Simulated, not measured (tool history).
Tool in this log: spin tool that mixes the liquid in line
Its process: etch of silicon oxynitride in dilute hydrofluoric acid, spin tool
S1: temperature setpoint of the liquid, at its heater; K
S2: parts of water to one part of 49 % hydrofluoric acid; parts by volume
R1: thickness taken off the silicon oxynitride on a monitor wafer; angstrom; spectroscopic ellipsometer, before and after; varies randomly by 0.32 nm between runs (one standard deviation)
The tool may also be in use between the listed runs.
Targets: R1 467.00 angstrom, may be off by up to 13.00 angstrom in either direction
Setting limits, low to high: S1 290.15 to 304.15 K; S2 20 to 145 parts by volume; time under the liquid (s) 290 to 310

run 1 day=0.000 | S1=296.15 S2=80 time_under_the_liquid_(s)=290 | R1=161.73
run 2 day=0.108 | S1=296.15 S2=80 time_under_the_liquid_(s)=290 | R1=162.46
run 3 day=0.275 | S1=298.65 S2=65 time_under_the_liquid_(s)=290 | R1=226.59
run 4 day=0.379 | S1=298.65 S2=85 time_under_the_liquid_(s)=290 | R1=170.01
run 5 day=0.533 | S1=298.65 S2=85 time_under_the_liquid_(s)=290 | R1=171.86
run 6 day=0.642 | S1=298.65 S2=85 time_under_the_liquid_(s)=290 | R1=172.64
run 7 day=0.683 | S1=300.65 S2=65 time_under_the_liquid_(s)=290 | R1=251.70
run 8 day=0.912 | S1=301.65 S2=55 time_under_the_liquid_(s)=290 | R1=314.74
run 9 day=1.071 | S1=302.65 S2=50 time_under_the_liquid_(s)=290 | R1=363.22
run 10 day=1.108 | S1=303.15 S2=45 time_under_the_liquid_(s)=290 | R1=415.29
run 11 day=1.354 | S1=303.65 S2=45 time_under_the_liquid_(s)=290 | R1=426.50
run 12 day=1.458 | S1=304.15 S2=45 time_under_the_liquid_(s)=290 | R1=436.27
run 13 day=1.712 | S1=304.15 S2=40 time_under_the_liquid_(s)=290 | R1=500.13

Which of these 4 next moves meets every target?
run A day=1.967 | S1=303.65 S2=45 time_under_the_liquid_(s)=290 | R1=?
run B day=1.967 | S1=303.15 S2=40 time_under_the_liquid_(s)=305 | R1=?
run C day=1.967 | S1=303.65 S2=40 time_under_the_liquid_(s)=300 | R1=?
run D day=1.967 | S1=301.65 S2=40 time_under_the_liquid_(s)=310 | R1=?

move=A R1=427.29
move=B R1=496.37
move=C R1=499.81
move=D R1=470.01
A: takes the biggest miss from the last run beyond its target
B: nearer the targets than the last run, but a result is still out of spec
C: neither nearer nor further off than the last run
D: all results land within tolerance of their targets
The right move is D.
